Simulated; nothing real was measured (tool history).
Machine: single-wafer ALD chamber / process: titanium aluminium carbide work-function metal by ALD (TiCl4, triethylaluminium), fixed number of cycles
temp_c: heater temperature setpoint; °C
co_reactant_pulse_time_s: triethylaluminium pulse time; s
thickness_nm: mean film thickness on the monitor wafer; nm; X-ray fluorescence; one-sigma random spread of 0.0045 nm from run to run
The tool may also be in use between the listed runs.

run,hour,temp_c,co_reactant_pulse_time_s,thickness_nm
1,0.0,290,14.68,1.9437
2,7.4,282,11.58,1.8003
3,13.1,278,11.17,1.7463
4,13.9,275,10.93,1.7019
5,20.1,275,13.53,1.7685
6,25.9,272,12.86,1.7258
7,31.7,270,12.42,1.7108

What does the tool deliver on the next run?
8,38.8,269,11.90,?

thickness_nm: 1.6802 nm

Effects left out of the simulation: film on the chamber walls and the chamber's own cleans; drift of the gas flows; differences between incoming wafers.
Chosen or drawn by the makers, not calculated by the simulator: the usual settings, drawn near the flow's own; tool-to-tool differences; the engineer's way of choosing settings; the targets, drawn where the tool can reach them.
